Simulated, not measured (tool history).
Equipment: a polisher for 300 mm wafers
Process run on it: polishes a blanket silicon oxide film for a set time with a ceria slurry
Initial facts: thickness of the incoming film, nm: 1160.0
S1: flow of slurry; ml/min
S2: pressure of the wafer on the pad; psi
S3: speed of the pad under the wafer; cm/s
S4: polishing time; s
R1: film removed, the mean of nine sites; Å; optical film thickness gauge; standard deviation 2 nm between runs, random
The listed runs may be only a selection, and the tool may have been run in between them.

run 1 day=0 | S1=250 S2=2.6 S3=90 S4=40 | R1=1068.9
run 2 day=0.333 | S1=250 S2=2.8 S3=90 S4=40 | R1=1116.7
run 3 day=0.517 | S1=250 S2=2.8 S3=90 S4=40 | R1=1140.8
run 4 day=0.658 | S1=250 S2=3 S3=90 S4=40 | R1=1203.3
run 5 day=1.008 | S1=285 S2=3 S3=90 S4=40 | R1=1234.2
run 6 day=1.062 | S1=285 S2=3 S3=80 S4=40 | R1=1150.6

What does the tool deliver on the next run?
run 7 day=1.317 | S1=290 S2=3.2 S3=80 S4=40 | R1=?

R1: 1180.9 Å
